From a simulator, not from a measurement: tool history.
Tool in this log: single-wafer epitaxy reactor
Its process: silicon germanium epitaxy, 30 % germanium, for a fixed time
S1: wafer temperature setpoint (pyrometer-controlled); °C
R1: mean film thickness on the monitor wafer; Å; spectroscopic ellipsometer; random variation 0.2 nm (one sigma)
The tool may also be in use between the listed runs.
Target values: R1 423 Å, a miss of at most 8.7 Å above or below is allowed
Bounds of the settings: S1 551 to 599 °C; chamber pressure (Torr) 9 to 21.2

{"run": 1, "hour": 0.0, "S1": 575, "chamber pressure (Torr)": 15.1, "R1": 368.67}
{"run": 2, "hour": 6.3, "S1": 566, "chamber pressure (Torr)": 15.1, "R1": 316.96}
{"run": 3, "hour": 12.4, "S1": 575, "chamber pressure (Torr)": 15.1, "R1": 370.16}
{"run": 4, "hour": 19.3, "S1": 575, "chamber pressure (Torr)": 16.2, "R1": 378.2}
{"run": 5, "hour": 25.5, "S1": 576, "chamber pressure (Torr)": 16.2, "R1": 382.27}
{"run": 6, "hour": 31.1, "S1": 567, "chamber pressure (Torr)": 16.2, "R1": 327.38}
{"run": 7, "hour": 34.9, "S1": 569, "chamber pressure (Torr)": 16.3, "R1": 343.81}
{"run": 8, "hour": 42.9, "S1": 571, "chamber pressure (Torr)": 16.3, "R1": 354.76}

Exercise: of the 4 proposed moves below, exactly one satisfies all targets within the stated allowed misses. Which move is it?
{"run": "A", "hour": 50.9, "S1": 584, "chamber pressure (Torr)": 17.1, "R1": "?"}
{"run": "B", "hour": 50.9, "S1": 584, "chamber pressure (Torr)": 17, "R1": "?"}
{"run": "C", "hour": 50.9, "S1": 583, "chamber pressure (Torr)": 17.9, "R1": "?"}
{"run": "D", "hour": 50.9, "S1": 579, "chamber pressure (Torr)": 18.8, "R1": "?"}

move=A R1=447.34
move=B R1=446.43
move=C R1=446.94
move=D R1=425.05
A: moves the result that the last run missed by most past its target, out the other side
B: moves the result that the last run missed by most past its target, out the other side
C: moves the result that the last run missed by most past its target, out the other side
D: hits every target within its allowed miss
Move D is the one to make.

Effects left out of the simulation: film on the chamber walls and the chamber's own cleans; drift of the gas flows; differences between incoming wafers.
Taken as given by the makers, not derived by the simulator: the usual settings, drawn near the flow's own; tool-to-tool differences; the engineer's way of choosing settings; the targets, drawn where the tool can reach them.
